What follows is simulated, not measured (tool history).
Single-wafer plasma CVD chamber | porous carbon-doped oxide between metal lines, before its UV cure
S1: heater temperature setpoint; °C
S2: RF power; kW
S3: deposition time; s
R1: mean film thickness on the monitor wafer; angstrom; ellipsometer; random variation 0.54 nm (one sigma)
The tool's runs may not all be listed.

run 1 hour=0 | S1=325 S2=0.55 S3=22.3 | R1=1048.7
run 2 hour=6.4 | S1=323 S2=0.58 S3=22.4 | R1=1122.7
run 3 hour=14.7 | S1=323 S2=0.655 S3=22.4 | R1=1235.5
run 4 hour=22.7 | S1=321 S2=0.665 S3=22.4 | R1=1279.1
run 5 hour=31 | S1=321 S2=0.665 S3=22.3 | R1=1264.4
run 6 hour=38.2 | S1=317 S2=0.665 S3=22.3 | R1=1292.9
run 7 hour=45.4 | S1=315 S2=0.67 S3=22.3 | R1=1320.2
run 8 hour=49.1 | S1=314 S2=0.675 S3=22.3 | R1=1334

Run 9 comes next. What will it give?
run 9 hour=52.1 | S1=313 S2=0.68 S3=22.3 | R1=?

{"run 9": {"R1": 1360}}
